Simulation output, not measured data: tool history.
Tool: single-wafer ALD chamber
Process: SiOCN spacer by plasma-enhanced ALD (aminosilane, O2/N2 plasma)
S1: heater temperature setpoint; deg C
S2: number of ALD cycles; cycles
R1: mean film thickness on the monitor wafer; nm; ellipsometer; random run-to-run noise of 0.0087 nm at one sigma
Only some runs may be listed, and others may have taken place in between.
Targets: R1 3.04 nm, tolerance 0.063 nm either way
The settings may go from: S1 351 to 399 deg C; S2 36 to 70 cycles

run  hour   S1  S2      R1
  1     0  375  53  3.4264
  2   7.7  368  53   3.429
  3  13.5  368  51  3.2991
  4  15.5  368  57  3.6915
  5  17.1  368  55  3.5381
  6  21.8  372  55  3.5526
  7  23.9  372  53  3.4203
  8  26.3  372  52  3.3711
  9  33.5  372  51  3.2831
 10  39.8  372  46  2.9573

Which one of the following 4 next-run settings gets every result inside its allowed miss? There is exactly one.
  A  46.1  383  49   ?
  B  46.1  399  49   ?
  C  46.1  373  47   ?
  D  46.1  368  45   ?

move      R1
   A  3.1708
   B  3.1708
   C  3.0414
   D   2.912
A: carries the result that was furthest off beyond its target, to the other side
B: carries the result that was furthest off beyond its target, to the other side
C: every result within its allowed miss
D: misses by more than the last run did
Move C is the one to make.

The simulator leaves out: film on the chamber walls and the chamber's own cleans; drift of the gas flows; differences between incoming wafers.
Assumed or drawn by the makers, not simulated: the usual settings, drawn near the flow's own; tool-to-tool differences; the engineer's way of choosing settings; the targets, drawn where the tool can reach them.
